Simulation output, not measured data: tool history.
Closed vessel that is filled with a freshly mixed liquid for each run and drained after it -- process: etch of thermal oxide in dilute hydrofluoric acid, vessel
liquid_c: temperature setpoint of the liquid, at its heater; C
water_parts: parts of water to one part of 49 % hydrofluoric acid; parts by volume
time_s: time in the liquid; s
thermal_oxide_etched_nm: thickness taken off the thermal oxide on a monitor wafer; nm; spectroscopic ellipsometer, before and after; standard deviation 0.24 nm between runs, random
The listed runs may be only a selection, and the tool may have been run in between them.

run,hour,liquid_c,water_parts,time_s,thermal_oxide_etched_nm
1,0.0,25.0,205,2840,48.920
2,1.8,25.0,205,3050,52.893
3,2.5,23.5,205,3050,50.729
4,3.2,23.5,170,3050,62.940
5,8.9,23.5,100,3050,116.480
6,15.1,23.5,170,3050,62.308
7,17.6,22.0,170,3050,59.048
8,20.5,20.5,170,3050,56.563
9,28.1,19.5,175,3050,51.984
10,36.8,19.0,175,3050,51.429
11,40.1,18.5,180,3050,48.741

Expected results for the next run?
12,42.5,18.0,180,3050,?

thermal_oxide_etched_nm: 47.508 nm
